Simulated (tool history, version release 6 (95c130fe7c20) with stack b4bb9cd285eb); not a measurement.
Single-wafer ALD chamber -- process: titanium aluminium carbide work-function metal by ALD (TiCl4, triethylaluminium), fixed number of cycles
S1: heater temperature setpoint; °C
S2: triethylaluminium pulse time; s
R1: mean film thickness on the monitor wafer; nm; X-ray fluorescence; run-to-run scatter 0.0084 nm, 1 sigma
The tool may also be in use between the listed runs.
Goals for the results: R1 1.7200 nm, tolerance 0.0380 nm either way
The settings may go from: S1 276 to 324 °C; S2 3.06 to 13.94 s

{"run": 1, "hour": 0.0, "S1": 300, "S2": 8.5, "R1": 2.0621}
{"run": 2, "hour": 6.1, "S1": 311, "S2": 8.5, "R1": 2.1558}
{"run": 3, "hour": 11.8, "S1": 311, "S2": 9.39, "R1": 2.1907}
{"run": 4, "hour": 18.4, "S1": 311, "S2": 7.26, "R1": 2.1188}
{"hour": 26.1, "done": "thermocouple changed; heater temperature recalibrated"}
{"run": 5, "hour": 26.1, "S1": 311, "S2": 8.11, "R1": 2.1172}
{"run": 6, "hour": 27.8, "S1": 301, "S2": 6.58, "R1": 1.9686}
{"run": 7, "hour": 35.9, "S1": 296, "S2": 5.91, "R1": 1.8825}
{"run": 8, "hour": 38.9, "S1": 292, "S2": 5.59, "R1": 1.8427}
{"run": 9, "hour": 40.6, "S1": 289, "S2": 5.31, "R1": 1.8058}
{"run": 10, "hour": 41.3, "S1": 287, "S2": 5.11, "R1": 1.7689}

Which of these 4 next moves meets every target?
{"run": "A", "hour": 42.0, "S1": 294, "S2": 5.83, "R1": "?"}
{"run": "B", "hour": 42.0, "S1": 284, "S2": 4.68, "R1": "?"}
{"run": "C", "hour": 42.0, "S1": 292, "S2": 5.21, "R1": "?"}
{"run": "D", "hour": 42.0, "S1": 287, "S2": 5.89, "R1": "?"}

move=A R1=1.8569
move=B R1=1.7098
move=C R1=1.8091
move=D R1=1.7955
A: its largest miss is bigger than the last run's
B: each result inside its tolerance
C: its largest miss is bigger than the last run's
D: its largest miss is bigger than the last run's
Answer: B
